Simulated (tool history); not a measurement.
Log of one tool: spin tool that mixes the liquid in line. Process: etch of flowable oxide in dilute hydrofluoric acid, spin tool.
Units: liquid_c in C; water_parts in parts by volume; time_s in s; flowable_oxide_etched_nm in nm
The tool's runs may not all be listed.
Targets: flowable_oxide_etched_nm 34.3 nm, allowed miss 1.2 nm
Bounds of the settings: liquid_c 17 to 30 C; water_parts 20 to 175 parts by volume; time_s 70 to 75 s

run	hour	liquid_c	water_parts	time_s	flowable_oxide_etched_nm
1	0	22	95	70	30.416
2	5.3	21	95	70	28.838
3	10.8	22	95	70	30.237
4	12.3	22	95	70	30.432
5	14	22	95	70	30.787
6	14.8	22	115	70	24.924
7	19.8	23.5	115	70	26.207
8	21.4	25	115	70	27.447
9	26.3	29	105	70	36.173

Which of these 4 next moves meets every target?
A	31.2	27.5	110	75	?
B	31.2	25.5	95	75	?
C	31.2	25	100	70	?
D	31.2	28	120	75	?

move	flowable_oxide_etched_nm
A	34.488
B	37.767
C	32.629
D	31.772
A: meets every target
B: further off than the last run
C: takes the result that was furthest off past its target
D: takes the result that was furthest off past its target
Answer: A
